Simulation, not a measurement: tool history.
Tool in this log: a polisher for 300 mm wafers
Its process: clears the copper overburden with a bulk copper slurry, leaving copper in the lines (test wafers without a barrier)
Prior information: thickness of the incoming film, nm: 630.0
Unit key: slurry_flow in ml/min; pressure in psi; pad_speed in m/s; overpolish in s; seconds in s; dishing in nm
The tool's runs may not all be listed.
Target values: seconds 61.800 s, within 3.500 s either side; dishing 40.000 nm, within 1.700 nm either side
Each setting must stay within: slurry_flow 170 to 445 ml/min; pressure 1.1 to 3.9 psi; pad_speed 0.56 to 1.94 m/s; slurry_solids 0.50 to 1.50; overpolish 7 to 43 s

Run 1, day 0.000: slurry_flow 285 ml/min, pressure 2.5 psi, pad_speed 1.24 m/s, slurry_solids 1.00, overpolish 22 s. Result: seconds 63.421 s, dishing 48.697 nm.
Run 2, day 0.350: slurry_flow 285 ml/min, pressure 2.5 psi, pad_speed 1.44 m/s, slurry_solids 1.00, overpolish 22 s. Result: seconds 54.240 s, dishing 49.767 nm.
Run 3, day 0.475: slurry_flow 285 ml/min, pressure 2.5 psi, pad_speed 1.14 m/s, slurry_solids 1.00, overpolish 22 s. Result: seconds 68.631 s, dishing 48.199 nm.
Run 4, day 0.675: slurry_flow 350 ml/min, pressure 2.5 psi, pad_speed 1.14 m/s, slurry_solids 1.00, overpolish 22 s. Result: seconds 68.267 s, dishing 49.288 nm.
Run 5, day 1.025: slurry_flow 350 ml/min, pressure 2.5 psi, pad_speed 1.14 m/s, slurry_solids 0.90, overpolish 22 s. Result: seconds 70.545 s, dishing 48.661 nm.
Run 6, day 1.312: slurry_flow 420 ml/min, pressure 2.5 psi, pad_speed 1.14 m/s, slurry_solids 0.90, overpolish 22 s. Result: seconds 69.846 s, dishing 47.853 nm.
Run 7, day 1.475: slurry_flow 425 ml/min, pressure 2.3 psi, pad_speed 1.32 m/s, slurry_solids 0.80, overpolish 18 s. Result: seconds 67.135 s, dishing 47.126 nm.
Run 8, day 1.508: slurry_flow 430 ml/min, pressure 1.6 psi, pad_speed 1.68 m/s, slurry_solids 1.05, overpolish 8 s. Result: seconds 59.793 s, dishing 36.884 nm.

Of the 4 settings listed for the next run, only one would bring every result within its allowed miss of target. Which one?
Run A, day 1.542: slurry_flow 445 ml/min, pressure 1.9 psi, pad_speed 1.62 m/s, slurry_solids 1.20, overpolish 10 s. Result: seconds ?, dishing ?.
Run B, day 1.542: slurry_flow 370 ml/min, pressure 1.7 psi, pad_speed 1.78 m/s, slurry_solids 0.95, overpolish 7 s. Result: seconds ?, dishing ?.
Run C, day 1.542: slurry_flow 445 ml/min, pressure 1.5 psi, pad_speed 1.72 m/s, slurry_solids 0.90, overpolish 11 s. Result: seconds ?, dishing ?.
Run D, day 1.542: slurry_flow 410 ml/min, pressure 1.3 psi, pad_speed 1.62 m/s, slurry_solids 1.15, overpolish 13 s. Result: seconds ?, dishing ?.

move  seconds  dishing
   A   53.454   41.429
   B   55.613   35.236
   C   61.756   39.960
   D   66.815   40.500
A: meets the target for the result that was furthest off, but another lies outside its allowed miss
B: lands further from the targets than the last run did
C: hits every target within its allowed miss
D: meets the target for the result that was furthest off, but another lies outside its allowed miss
The move that meets every target is C.
